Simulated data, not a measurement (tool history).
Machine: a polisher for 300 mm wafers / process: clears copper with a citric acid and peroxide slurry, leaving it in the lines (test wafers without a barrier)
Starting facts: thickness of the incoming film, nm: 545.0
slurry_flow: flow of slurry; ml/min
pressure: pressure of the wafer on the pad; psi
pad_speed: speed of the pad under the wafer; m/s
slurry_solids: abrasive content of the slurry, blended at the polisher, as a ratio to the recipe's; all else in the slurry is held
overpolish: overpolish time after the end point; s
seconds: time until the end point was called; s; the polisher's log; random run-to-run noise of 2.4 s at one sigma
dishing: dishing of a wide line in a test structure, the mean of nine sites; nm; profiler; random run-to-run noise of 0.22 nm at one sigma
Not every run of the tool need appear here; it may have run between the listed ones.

run 1 day=0 | slurry_flow=265 pressure=4 pad_speed=1.34 slurry_solids=1 overpolish=19 | seconds=140.36 dishing=45.224
run 2 day=0.054 | slurry_flow=265 pressure=3.6 pad_speed=1.4 slurry_solids=1 overpolish=17 | seconds=142.95 dishing=39.635
run 3 day=0.296 | slurry_flow=245 pressure=3.3 pad_speed=1.48 slurry_solids=0.9 overpolish=15 | seconds=156.36 dishing=33.918
run 4 day=0.629 | slurry_flow=240 pressure=3 pad_speed=1.6 slurry_solids=0.85 overpolish=13 | seconds=157.51 dishing=29.883
run 5 day=0.925 | slurry_flow=240 pressure=3 pad_speed=1.6 slurry_solids=1 overpolish=13 | seconds=151.68 dishing=30.295
run 6 day=1.004 | slurry_flow=240 pressure=3 pad_speed=1.6 slurry_solids=1.2 overpolish=13 | seconds=149.23 dishing=32.96
run 7 day=1.042 | slurry_flow=255 pressure=2.8 pad_speed=1.7 slurry_solids=1.05 overpolish=12 | seconds=149.45 dishing=29.484
run 8 day=1.196 | slurry_flow=285 pressure=2.6 pad_speed=1.78 slurry_solids=0.95 overpolish=11 | seconds=157.25 dishing=26.232
run 9 day=1.404 | slurry_flow=310 pressure=2.6 pad_speed=1.84 slurry_solids=0.85 overpolish=10 | seconds=155.26 dishing=24.608
run 10 day=1.633 | slurry_flow=330 pressure=2.6 pad_speed=1.88 slurry_solids=0.8 overpolish=9 | seconds=152.38 dishing=23.021
run 11 day=1.725 | slurry_flow=345 pressure=2.6 pad_speed=1.92 slurry_solids=0.75 overpolish=8 | seconds=154.86 dishing=21.014
run 12 day=1.971 | slurry_flow=360 pressure=2.7 pad_speed=1.96 slurry_solids=0.7 overpolish=8 | seconds=146.11 dishing=21.149
run 13 day=2.333 | slurry_flow=370 pressure=2.7 pad_speed=1.98 slurry_solids=0.65 overpolish=8 | seconds=147.12 dishing=21.396
run 14 day=2.554 | slurry_flow=295 pressure=1.8 pad_speed=2 slurry_solids=0.9 overpolish=6 | seconds=187.51 dishing=13.414
run 15 day=2.754 | slurry_flow=275 pressure=2 pad_speed=2.02 slurry_solids=0.9 overpolish=6 | seconds=170.77 dishing=13.889

Run 16, settings as shown, results not yet in. Your forecast:
run 16 day=3.021 | slurry_flow=280 pressure=2.1 pad_speed=2.02 slurry_solids=0.85 overpolish=6 | seconds=? dishing=?

seconds: 171.09 s
dishing: 14.258 nm
